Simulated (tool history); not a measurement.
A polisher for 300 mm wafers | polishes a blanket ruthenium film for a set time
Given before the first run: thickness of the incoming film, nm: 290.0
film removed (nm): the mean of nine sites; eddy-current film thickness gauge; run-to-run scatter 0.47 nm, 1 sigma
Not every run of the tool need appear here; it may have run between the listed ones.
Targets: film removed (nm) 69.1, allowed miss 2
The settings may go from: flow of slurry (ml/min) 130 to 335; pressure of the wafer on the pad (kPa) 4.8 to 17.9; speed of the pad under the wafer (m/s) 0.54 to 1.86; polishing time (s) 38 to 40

run	day	flow of slurry (ml/min)	pressure of the wafer on the pad (kPa)	speed of the pad under the wafer (m/s)	polishing time (s)	film removed (nm)
1	0	215	11	1.18	38	40.06
2	0.112	215	11	0.9	38	33.552
3	0.133	220	13.1	0.94	38	41.007
4	0.321	220	13.1	0.94	40	43.118
5	0.6	220	13.1	0.72	40	36.697
6	0.967	220	13.1	0.54	40	31.937
7	1.342	220	13.1	0.54	40	31.51
8	1.412	225	14.5	0.66	40	38.412

Of the 5 settings listed for the next run, only one would bring every result within its allowed miss of target. Which one?
A	1.483	210	16.5	0.96	40	?
B	1.483	255	17.2	1.22	40	?
C	1.483	220	13.1	0.58	38	?
D	1.483	195	12.4	0.6	38	?
E	1.483	215	15.9	0.84	40	?

move	film removed (nm)
A	53.989
B	67.473
C	30.613
D	29.109
E	47.766
A: nearer the targets than the last run, but a result is still out of spec
B: hits every target within its allowed miss
C: further off than the last run
D: further off than the last run
E: nearer the targets than the last run, but a result is still out of spec
Go with B: it meets all targets.
